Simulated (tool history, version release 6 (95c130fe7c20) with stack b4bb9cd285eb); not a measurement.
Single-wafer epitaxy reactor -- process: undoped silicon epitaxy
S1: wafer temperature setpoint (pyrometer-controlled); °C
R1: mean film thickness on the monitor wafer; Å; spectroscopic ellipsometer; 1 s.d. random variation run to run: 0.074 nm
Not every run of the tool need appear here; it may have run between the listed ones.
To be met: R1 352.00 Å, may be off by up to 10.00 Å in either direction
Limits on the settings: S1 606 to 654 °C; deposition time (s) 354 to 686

run 1 hour=0.0 | S1=630 deposition_time_(s)=520 | R1=594.07
run 2 hour=2.9 | S1=628 deposition_time_(s)=519 | R1=566.53
run 3 hour=4.2 | S1=626 deposition_time_(s)=518 | R1=544.67
run 4 hour=13.1 | S1=624 deposition_time_(s)=517 | R1=519.99
run 5 hour=18.4 | S1=624 deposition_time_(s)=554 | R1=558.52
run 6 hour=23.5 | S1=628 deposition_time_(s)=554 | R1=606.08
run 7 hour=28.8 | S1=626 deposition_time_(s)=549 | R1=576.68
run 8 hour=37.3 | S1=624 deposition_time_(s)=545 | R1=548.51
run 9 hour=41.1 | S1=622 deposition_time_(s)=541 | R1=524.70
run 10 hour=48.0 | S1=620 deposition_time_(s)=536 | R1=499.42
run 11 hour=51.5 | S1=618 deposition_time_(s)=532 | R1=474.66
run 12 hour=57.3 | S1=617 deposition_time_(s)=529 | R1=463.89
run 13 hour=64.5 | S1=616 deposition_time_(s)=526 | R1=451.12
run 14 hour=68.9 | S1=615 deposition_time_(s)=523 | R1=438.63
run 15 hour=74.4 | S1=614 deposition_time_(s)=521 | R1=428.22
run 16 hour=77.0 | S1=613 deposition_time_(s)=519 | R1=417.39
run 17 hour=78.0 | S1=612 deposition_time_(s)=517 | R1=407.91
run 18 hour=78.8 | S1=611 deposition_time_(s)=515 | R1=397.91
run 19 hour=82.6 | S1=610 deposition_time_(s)=514 | R1=388.70

4 next moves are on the table. One of them brings every result within its allowed miss. Which?
run A hour=86.4 | S1=609 deposition_time_(s)=454 | R1=?
run B hour=86.4 | S1=609 deposition_time_(s)=518 | R1=?
run C hour=86.4 | S1=607 deposition_time_(s)=495 | R1=?
run D hour=86.4 | S1=608 deposition_time_(s)=519 | R1=?

move=A R1=335.40
move=B R1=382.68
move=C R1=350.71
move=D R1=375.49
A: takes the result that was furthest off past its target
B: moves toward the targets from the last run without getting all of them in spec
C: all results land within tolerance of their targets
D: moves toward the targets from the last run without getting all of them in spec
Move C is the one to make.
